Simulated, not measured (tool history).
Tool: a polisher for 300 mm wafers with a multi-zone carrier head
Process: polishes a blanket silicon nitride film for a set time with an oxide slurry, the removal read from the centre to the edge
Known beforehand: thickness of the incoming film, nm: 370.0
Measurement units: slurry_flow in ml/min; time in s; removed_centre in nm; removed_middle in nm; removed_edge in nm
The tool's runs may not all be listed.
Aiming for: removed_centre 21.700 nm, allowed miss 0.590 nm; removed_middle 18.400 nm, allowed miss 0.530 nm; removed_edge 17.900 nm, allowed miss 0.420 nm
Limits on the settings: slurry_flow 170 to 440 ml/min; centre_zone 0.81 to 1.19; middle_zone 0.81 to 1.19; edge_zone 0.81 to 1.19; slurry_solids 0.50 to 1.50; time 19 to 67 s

Run 1, hour 0.0: slurry_flow 280 ml/min, centre_zone 1.00, middle_zone 1.00, edge_zone 1.00, slurry_solids 1.00, time 43 s. Result: removed_centre 32.088 nm, removed_middle 32.780 nm, removed_edge 32.336 nm.
Run 2, hour 6.0: slurry_flow 280 ml/min, centre_zone 1.00, middle_zone 1.00, edge_zone 1.00, slurry_solids 1.00, time 51 s. Result: removed_centre 38.131 nm, removed_middle 37.921 nm, removed_edge 38.688 nm.
Run 3, hour 11.0: slurry_flow 285 ml/min, centre_zone 1.03, middle_zone 0.97, edge_zone 0.95, slurry_solids 0.85, time 45 s. Result: removed_centre 31.699 nm, removed_middle 31.070 nm, removed_edge 30.972 nm.
Run 4, hour 16.3: slurry_flow 285 ml/min, centre_zone 1.03, middle_zone 0.97, edge_zone 0.95, slurry_solids 0.85, time 49 s. Result: removed_centre 34.884 nm, removed_middle 33.930 nm, removed_edge 33.387 nm.
Run 5, hour 17.2: slurry_flow 285 ml/min, centre_zone 1.03, middle_zone 0.97, edge_zone 0.88, slurry_solids 0.85, time 49 s. Result: removed_centre 35.097 nm, removed_middle 33.969 nm, removed_edge 32.466 nm.
Run 6, hour 19.8: slurry_flow 285 ml/min, centre_zone 1.03, middle_zone 0.97, edge_zone 0.88, slurry_solids 0.85, time 58 s. Result: removed_centre 41.556 nm, removed_middle 40.228 nm, removed_edge 38.484 nm.
Run 7, hour 22.8: slurry_flow 280 ml/min, centre_zone 1.06, middle_zone 0.94, edge_zone 0.86, slurry_solids 0.75, time 49 s. Result: removed_centre 34.205 nm, removed_middle 30.864 nm, removed_edge 30.347 nm.
Run 8, hour 31.6: slurry_flow 310 ml/min, centre_zone 1.11, middle_zone 0.95, edge_zone 0.82, slurry_solids 0.50, time 37 s. Result: removed_centre 22.017 nm, removed_middle 19.320 nm, removed_edge 18.267 nm.
Run 9, hour 38.2: slurry_flow 310 ml/min, centre_zone 1.11, middle_zone 0.94, edge_zone 0.82, slurry_solids 0.50, time 37 s. Result: removed_centre 22.132 nm, removed_middle 19.030 nm, removed_edge 18.370 nm.
Run 10, hour 41.1: slurry_flow 310 ml/min, centre_zone 1.11, middle_zone 0.93, edge_zone 0.81, slurry_solids 0.50, time 37 s. Result: removed_centre 22.219 nm, removed_middle 19.230 nm, removed_edge 18.284 nm.

Below are 4 possible settings for the next run. Only one of them brings all results inside the allowed miss of their targets. Which is it?
Run A, hour 44.0: slurry_flow 265 ml/min, centre_zone 1.05, middle_zone 0.86, edge_zone 0.81, slurry_solids 0.70, time 31 s. Result: removed_centre ?, removed_middle ?, removed_edge ?.
Run B, hour 44.0: slurry_flow 235 ml/min, centre_zone 1.13, middle_zone 0.93, edge_zone 0.82, slurry_solids 0.50, time 37 s. Result: removed_centre ?, removed_middle ?, removed_edge ?.
Run C, hour 44.0: slurry_flow 285 ml/min, centre_zone 1.14, middle_zone 0.88, edge_zone 0.82, slurry_solids 0.50, time 38 s. Result: removed_centre ?, removed_middle ?, removed_edge ?.
Run D, hour 44.0: slurry_flow 325 ml/min, centre_zone 1.15, middle_zone 0.88, edge_zone 0.84, slurry_solids 0.55, time 35 s. Result: removed_centre ?, removed_middle ?, removed_edge ?.

move  removed_centre  removed_middle  removed_edge
   A          20.581          17.589        18.210
   B          22.002          18.446        18.213
   C          23.184          18.508        18.935
   D          22.911          18.109        18.675
A: moves the result that the last run missed by most past its target, out the other side
B: each result inside its tolerance
C: puts the biggest miss on target and leaves a different result outside tolerance
D: puts the biggest miss on target and leaves a different result outside tolerance
Move B is the one to make.

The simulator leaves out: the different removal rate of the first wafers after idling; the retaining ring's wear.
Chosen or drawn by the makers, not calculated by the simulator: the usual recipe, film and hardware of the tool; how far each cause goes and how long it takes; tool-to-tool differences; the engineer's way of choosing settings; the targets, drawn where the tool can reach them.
